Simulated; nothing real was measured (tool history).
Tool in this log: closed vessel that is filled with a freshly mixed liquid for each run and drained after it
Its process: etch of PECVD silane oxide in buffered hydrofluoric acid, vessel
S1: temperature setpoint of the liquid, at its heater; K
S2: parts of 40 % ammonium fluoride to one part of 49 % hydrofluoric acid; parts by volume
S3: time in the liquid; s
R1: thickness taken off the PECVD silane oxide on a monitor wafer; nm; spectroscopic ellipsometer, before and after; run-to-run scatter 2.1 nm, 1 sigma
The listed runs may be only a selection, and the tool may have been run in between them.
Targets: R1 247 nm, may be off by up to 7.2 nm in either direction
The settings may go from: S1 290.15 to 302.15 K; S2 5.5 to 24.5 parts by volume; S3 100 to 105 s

| run | hour | S1 | S2 | S3 | R1 |
|---|---|---|---|---|---|
| 1 | 0 | 294.15 | 15 | 100 | 187.53 |
| 2 | 5.9 | 292.15 | 15 | 100 | 167.9 |
| 3 | 12.5 | 293.15 | 15 | 100 | 177.02 |
| 4 | 15.5 | 293.15 | 15 | 105 | 187.24 |
| 5 | 17.7 | 293.65 | 15 | 105 | 192.25 |
| 6 | 19.4 | 293.65 | 18 | 105 | 160.08 |
| 7 | 27.1 | 294.65 | 18 | 105 | 171 |
| 8 | 28.6 | 295.65 | 18 | 105 | 177.42 |
| 9 | 37.5 | 299.65 | 17.5 | 105 | 228.01 |

4 next moves are on the table. One of them brings every result within its allowed miss. Which?
| A | 46.4 | 302.15 | 17.5 | 105 | ? |
| B | 46.4 | 299.65 | 14.5 | 100 | ? |
| C | 46.4 | 301.65 | 17 | 100 | ? |
| D | 46.4 | 298.65 | 13.5 | 100 | ? |

| move | R1 |
|---|---|
| A | 262.02 |
| B | 262.67 |
| C | 250.03 |
| D | 266.95 |
A: pushes the last run's worst result past its target
B: pushes the last run's worst result past its target
C: all results in spec
D: pushes the last run's worst result past its target
Move C is the one to make.
